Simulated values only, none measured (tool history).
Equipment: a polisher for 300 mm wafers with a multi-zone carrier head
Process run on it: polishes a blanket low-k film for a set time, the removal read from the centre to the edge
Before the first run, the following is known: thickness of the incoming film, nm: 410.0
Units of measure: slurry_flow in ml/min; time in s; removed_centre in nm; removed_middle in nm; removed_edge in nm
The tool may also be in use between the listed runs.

run	hour	slurry_flow	centre_zone	middle_zone	edge_zone	slurry_solids	time	removed_centre	removed_middle	removed_edge
1	0.0	275	1.00	1.00	1.00	1.00	75	26.870	25.620	26.633
2	4.0	280	1.05	0.99	1.03	1.10	75	29.404	26.816	28.012
3	5.2	285	1.08	0.96	1.06	1.20	76	31.776	27.272	30.888
4	8.2	295	1.11	0.96	1.06	1.25	76	33.306	27.476	30.269
5	13.5	295	1.11	0.96	1.06	1.15	76	32.300	26.771	29.706
6	19.5	295	1.11	1.03	1.06	1.15	76	32.315	28.506	29.925
7	23.8	300	1.13	1.01	1.07	1.25	76	33.697	29.338	30.757
8	25.1	300	1.15	0.99	1.08	1.30	77	35.547	29.757	31.838
9	33.5	305	1.16	0.97	1.09	1.35	78	37.274	29.438	32.742
10	41.6	305	1.17	0.97	1.10	1.40	78	38.074	30.399	32.158

What does the tool deliver on the next run?
11	49.6	305	1.16	0.95	1.12	1.40	80	?	?	?

removed_centre: 38.843 nm
removed_middle: 30.138 nm
removed_edge: 33.957 nm
